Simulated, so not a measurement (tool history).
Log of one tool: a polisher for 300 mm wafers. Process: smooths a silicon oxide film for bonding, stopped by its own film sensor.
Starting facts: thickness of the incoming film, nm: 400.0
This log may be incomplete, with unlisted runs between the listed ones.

run,hour,flow of slurry (ml/min),pressure of the wafer on the pad (psi),speed of the pad under the wafer (cm/s),abrasive content of the slurry,target thickness at which the film sensor stops the polish (nm),time until the film sensor stopped the polish (s)
1,0.0,225,2.6,82,1.00,309,119.070
2,7.6,225,2.6,98,1.00,309,103.930
3,15.1,225,2.7,98,1.00,309,104.680
4,19.5,225,2.7,98,0.90,309,105.870
5,26.6,225,2.7,88,0.90,309,114.550
6,29.5,225,2.7,88,1.05,309,111.240
7,37.0,225,2.8,90,1.05,309,104.160

Forecast run 8:
8,42.5,225,2.9,90,1.05,309,?

time until the film sensor stopped the polish (s): 98.281
